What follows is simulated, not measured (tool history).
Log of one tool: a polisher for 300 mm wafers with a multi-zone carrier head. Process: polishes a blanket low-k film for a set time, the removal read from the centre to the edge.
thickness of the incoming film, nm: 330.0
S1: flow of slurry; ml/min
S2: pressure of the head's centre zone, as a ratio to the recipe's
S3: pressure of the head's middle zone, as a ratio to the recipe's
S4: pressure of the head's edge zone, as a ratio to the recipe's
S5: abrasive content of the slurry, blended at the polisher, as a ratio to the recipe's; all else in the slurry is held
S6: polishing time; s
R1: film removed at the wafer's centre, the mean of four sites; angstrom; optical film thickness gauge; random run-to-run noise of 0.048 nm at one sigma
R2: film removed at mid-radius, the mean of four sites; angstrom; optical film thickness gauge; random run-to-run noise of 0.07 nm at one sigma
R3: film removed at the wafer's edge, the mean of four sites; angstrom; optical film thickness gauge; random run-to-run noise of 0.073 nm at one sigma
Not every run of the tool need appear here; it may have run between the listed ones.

| run | day | S1 | S2 | S3 | S4 | S5 | S6 | R1 | R2 | R3 |
|---|---|---|---|---|---|---|---|---|---|---|
| 1 | 0.000 | 190 | 1.00 | 1.00 | 1.00 | 1.00 | 34 | 120.400 | 118.750 | 127.390 |
| 2 | 0.325 | 195 | 1.01 | 1.00 | 0.97 | 0.90 | 31 | 108.880 | 107.090 | 105.860 |
| 3 | 0.600 | 150 | 1.01 | 1.00 | 0.97 | 0.90 | 31 | 104.380 | 103.170 | 105.350 |
| 4 | 0.717 | 150 | 1.01 | 1.00 | 0.97 | 0.75 | 31 | 96.250 | 95.974 | 97.243 |
| 5 | 0.912 | 160 | 1.00 | 0.97 | 0.95 | 0.70 | 30 | 91.375 | 89.429 | 91.795 |
| 6 | 1.021 | 160 | 1.00 | 0.97 | 0.90 | 0.70 | 30 | 92.188 | 88.678 | 90.069 |
| 7 | 1.083 | 175 | 1.00 | 0.96 | 0.89 | 0.65 | 28 | 84.232 | 79.951 | 83.754 |
| 8 | 1.429 | 170 | 1.01 | 0.97 | 0.87 | 0.60 | 27 | 77.982 | 74.461 | 75.110 |

For run 9, what comes out?
| 9 | 1.646 | 170 | 1.02 | 0.97 | 0.86 | 0.60 | 27 | ? | ? | ? |

Run 9 produced R1 78.816 angstrom, R2 74.852 angstrom, R3 75.767 angstrom.
